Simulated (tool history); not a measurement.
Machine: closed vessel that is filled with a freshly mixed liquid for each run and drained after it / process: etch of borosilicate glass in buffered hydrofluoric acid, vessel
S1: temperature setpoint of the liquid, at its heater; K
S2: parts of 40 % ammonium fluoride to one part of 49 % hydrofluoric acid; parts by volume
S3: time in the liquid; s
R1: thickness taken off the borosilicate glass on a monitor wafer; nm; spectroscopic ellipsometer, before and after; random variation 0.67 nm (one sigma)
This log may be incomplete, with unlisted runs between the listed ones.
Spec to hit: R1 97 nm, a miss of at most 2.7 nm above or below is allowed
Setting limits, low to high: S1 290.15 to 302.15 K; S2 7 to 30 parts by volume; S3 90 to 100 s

run	hour	S1	S2	S3	R1
1	0	294.15	19	90	54.488
2	8.9	294.15	14	90	73.292
3	16.8	294.15	14	90	73.527
4	23.8	294.15	14	90	73.554
5	25.3	295.65	14	90	79.273
6	26	295.65	10	90	112.6
7	34.7	295.15	10	90	109.86
8	39.3	294.65	10	90	105.64
9	47.9	294.65	10	90	105.01

Exercise: of the 4 proposed moves below, exactly one satisfies all targets within the stated allowed misses. Which move is it?
A	56.5	293.15	10	90	?
B	56.5	294.15	10	100	?
C	56.5	294.65	9	90	?
D	56.5	292.65	10	100	?

move	R1
A	96.26
B	112.96
C	111.81
D	104.06
A: every result lands within tolerance
B: its largest miss is bigger than the last run's
C: its largest miss is bigger than the last run's
D: gains on the last run, yet a result remains outside its allowed miss
The right move is A.
